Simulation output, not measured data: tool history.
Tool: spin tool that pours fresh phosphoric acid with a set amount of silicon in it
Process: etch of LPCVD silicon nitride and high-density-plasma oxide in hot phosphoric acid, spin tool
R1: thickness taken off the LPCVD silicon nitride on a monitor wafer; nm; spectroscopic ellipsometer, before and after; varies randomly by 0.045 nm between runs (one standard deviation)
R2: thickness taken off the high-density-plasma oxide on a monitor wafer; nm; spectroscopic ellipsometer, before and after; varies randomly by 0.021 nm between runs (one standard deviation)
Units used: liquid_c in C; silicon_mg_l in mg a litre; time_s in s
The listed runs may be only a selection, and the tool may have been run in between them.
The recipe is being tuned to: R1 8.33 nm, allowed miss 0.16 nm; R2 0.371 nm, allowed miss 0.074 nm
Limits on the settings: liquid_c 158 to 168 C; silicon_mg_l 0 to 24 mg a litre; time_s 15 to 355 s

Run 1, hour 0: liquid_c 163 C, silicon_mg_l 10.5 mg a litre, time_s 180 s. Result: R1 16.721 nm, R2 0.59778 nm.
Run 2, hour 6.5: liquid_c 163 C, silicon_mg_l 10.5 mg a litre, time_s 140 s. Result: R1 13.02 nm, R2 0.45829 nm.
Run 3, hour 13.3: liquid_c 162 C, silicon_mg_l 7 mg a litre, time_s 120 s. Result: R1 10.869 nm, R2 0.41689 nm.
Run 4, hour 17.8: liquid_c 162 C, silicon_mg_l 1 mg a litre, time_s 120 s. Result: R1 10.823 nm, R2 0.41365 nm.
Run 5, hour 20.6: liquid_c 162 C, silicon_mg_l 6 mg a litre, time_s 120 s. Result: R1 10.897 nm, R2 0.41271 nm.
Run 6, hour 28.3: liquid_c 162 C, silicon_mg_l 0.5 mg a litre, time_s 120 s. Result: R1 10.827 nm, R2 0.45047 nm.
Run 7, hour 32.1: liquid_c 161 C, silicon_mg_l 0.5 mg a litre, time_s 115 s. Result: R1 10.026 nm, R2 0.3985 nm.
Run 8, hour 36.5: liquid_c 160.5 C, silicon_mg_l 0.5 mg a litre, time_s 110 s. Result: R1 9.3541 nm, R2 0.3265 nm.
Run 9, hour 38.3: liquid_c 161 C, silicon_mg_l 0.5 mg a litre, time_s 100 s. Result: R1 8.7329 nm, R2 0.33738 nm.

Which single option among these 5 for the next run brings every result within its allowed miss of target? Just one does.
Run A, hour 40.1: liquid_c 158 C, silicon_mg_l 5.5 mg a litre, time_s 100 s. Result: R1 ?, R2 ?.
Run B, hour 40.1: liquid_c 158 C, silicon_mg_l 13.5 mg a litre, time_s 105 s. Result: R1 ?, R2 ?.
Run C, hour 40.1: liquid_c 162.5 C, silicon_mg_l 0 mg a litre, time_s 100 s. Result: R1 ?, R2 ?.
Run D, hour 40.1: liquid_c 158 C, silicon_mg_l 12 mg a litre, time_s 105 s. Result: R1 ?, R2 ?.
Run E, hour 40.1: liquid_c 164.5 C, silicon_mg_l 2 mg a litre, time_s 85 s. Result: R1 ?, R2 ?.

move      R1       R2
   A  7.8673  0.25915
   B  8.2606  0.22813
   C  9.1493  0.40175
   D  8.2606  0.23638
   E  8.3083  0.38074
A: moves the result that the last run missed by most past its target, out the other side
B: brings the last run's worst result on target, with another outside its allowed miss
C: lands further from the targets than the last run did
D: brings the last run's worst result on target, with another outside its allowed miss
E: each result inside its tolerance
The right move is E.
